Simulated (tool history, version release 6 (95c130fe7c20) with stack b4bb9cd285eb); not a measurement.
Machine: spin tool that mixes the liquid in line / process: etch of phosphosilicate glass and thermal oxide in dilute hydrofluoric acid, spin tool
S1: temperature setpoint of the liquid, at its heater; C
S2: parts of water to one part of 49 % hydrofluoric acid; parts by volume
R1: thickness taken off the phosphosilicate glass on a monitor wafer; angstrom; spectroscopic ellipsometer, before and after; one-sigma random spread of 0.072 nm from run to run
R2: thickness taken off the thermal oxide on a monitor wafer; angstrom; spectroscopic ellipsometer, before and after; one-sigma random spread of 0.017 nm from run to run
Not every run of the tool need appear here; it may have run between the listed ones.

run 1 hour=0 | S1=22 S2=170 time_under_the_liquid_(s)=30 | R1=198.16 R2=8.1171
run 2 hour=1.4 | S1=21.5 S2=170 time_under_the_liquid_(s)=30 | R1=195.77 R2=7.2227
run 3 hour=10.1 | S1=19 S2=170 time_under_the_liquid_(s)=30 | R1=177.43 R2=6.6915
run 4 hour=18.1 | S1=18 S2=180 time_under_the_liquid_(s)=30 | R1=160.62 R2=5.8004
run 5 hour=21 | S1=18 S2=140 time_under_the_liquid_(s)=30 | R1=213.08 R2=8.5319
run 6 hour=26.1 | S1=17 S2=140 time_under_the_liquid_(s)=30 | R1=204.61 R2=7.6785

Estimate the outcome of run 7 from the log above:
run 7 hour=29.5 | S1=17 S2=145 time_under_the_liquid_(s)=30 | R1=? R2=?

Run 7 produced R1 197.14 angstrom, R2 7.7303 angstrom.
